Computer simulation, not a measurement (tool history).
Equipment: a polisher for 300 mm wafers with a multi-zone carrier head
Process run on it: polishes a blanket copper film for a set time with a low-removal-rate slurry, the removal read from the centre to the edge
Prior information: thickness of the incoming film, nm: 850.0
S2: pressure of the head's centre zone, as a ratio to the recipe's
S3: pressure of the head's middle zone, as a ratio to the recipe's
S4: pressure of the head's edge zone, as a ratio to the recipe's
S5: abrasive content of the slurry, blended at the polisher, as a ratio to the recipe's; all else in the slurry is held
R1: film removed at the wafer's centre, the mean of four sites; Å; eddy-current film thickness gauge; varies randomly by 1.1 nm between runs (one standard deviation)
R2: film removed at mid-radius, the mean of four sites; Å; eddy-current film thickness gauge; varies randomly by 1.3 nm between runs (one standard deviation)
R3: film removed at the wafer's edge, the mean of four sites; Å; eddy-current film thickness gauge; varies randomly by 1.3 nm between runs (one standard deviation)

Run 1, day 0: flow of slurry (ml/min) 300, S2 1, S3 1, S4 1, S5 1, polishing time (s) 40. Result: R1 1372.8 Å, R2 1377.2 Å, R3 1343.4 Å.
Run 2, day 0.212: flow of slurry (ml/min) 300, S2 1, S3 1, S4 1, S5 1.15, polishing time (s) 40. Result: R1 1449.7 Å, R2 1444.1 Å, R3 1429.2 Å.
Run 3, day 0.433: flow of slurry (ml/min) 365, S2 1, S3 1, S4 1, S5 1.15, polishing time (s) 40. Result: R1 1452.8 Å, R2 1482.2 Å, R3 1427.1 Å.
Run 4, day 0.738: flow of slurry (ml/min) 360, S2 0.98, S3 0.97, S4 1, S5 1.05, polishing time (s) 40. Result: R1 1384.3 Å, R2 1428.9 Å, R3 1418.4 Å.
Run 5, day 0.804: flow of slurry (ml/min) 350, S2 0.97, S3 0.95, S4 0.99, S5 0.95, polishing time (s) 39. Result: R1 1317.9 Å, R2 1303.1 Å, R3 1319 Å.
Run 6, day 0.883: flow of slurry (ml/min) 350, S2 0.97, S3 0.95, S4 1.04, S5 0.95, polishing time (s) 39. Result: R1 1323 Å, R2 1281 Å, R3 1354.5 Å.

The next listed run, before its measurement:
Run 7, day 1.079: flow of slurry (ml/min) 350, S2 0.95, S3 0.94, S4 1.03, S5 0.85, polishing time (s) 39. Result: R1 ?, R2 ?, R3 ?.

R1: 1267.9 Å
R2: 1254.8 Å
R3: 1306.1 Å
